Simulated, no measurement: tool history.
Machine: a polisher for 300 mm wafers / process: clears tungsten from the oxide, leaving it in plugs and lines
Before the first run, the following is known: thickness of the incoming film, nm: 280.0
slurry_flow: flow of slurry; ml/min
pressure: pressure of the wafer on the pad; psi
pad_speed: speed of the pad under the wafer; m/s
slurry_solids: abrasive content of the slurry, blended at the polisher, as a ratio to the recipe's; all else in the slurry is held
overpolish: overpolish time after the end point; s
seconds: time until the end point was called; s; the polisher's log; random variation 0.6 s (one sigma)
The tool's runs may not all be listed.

Run 1, hour 0.0: slurry_flow 135 ml/min, pressure 2.5 psi, pad_speed 1.42 m/s, slurry_solids 1.0, overpolish 11 s. Result: seconds 63.854 s.
Run 2, hour 5.8: slurry_flow 135 ml/min, pressure 2.5 psi, pad_speed 1.42 m/s, slurry_solids 1.0, overpolish 11 s. Result: seconds 64.166 s.
Run 3, hour 10.9: slurry_flow 135 ml/min, pressure 2.5 psi, pad_speed 1.42 m/s, slurry_solids 1.2, overpolish 11 s. Result: seconds 60.572 s.
Run 4, hour 15.1: slurry_flow 135 ml/min, pressure 2.5 psi, pad_speed 1.10 m/s, slurry_solids 1.2, overpolish 11 s. Result: seconds 77.346 s.
Run 5, hour 19.7: slurry_flow 145 ml/min, pressure 2.5 psi, pad_speed 1.10 m/s, slurry_solids 1.2, overpolish 11 s. Result: seconds 75.798 s.
Run 6, hour 24.5: slurry_flow 150 ml/min, pressure 2.5 psi, pad_speed 1.10 m/s, slurry_solids 1.2, overpolish 11 s. Result: seconds 74.377 s.

Expected results for the next run?
Run 7, hour 31.4: slurry_flow 155 ml/min, pressure 2.5 psi, pad_speed 1.10 m/s, slurry_solids 1.2, overpolish 11 s. Result: seconds ?.

{"run 7": {"seconds": 76.121}}

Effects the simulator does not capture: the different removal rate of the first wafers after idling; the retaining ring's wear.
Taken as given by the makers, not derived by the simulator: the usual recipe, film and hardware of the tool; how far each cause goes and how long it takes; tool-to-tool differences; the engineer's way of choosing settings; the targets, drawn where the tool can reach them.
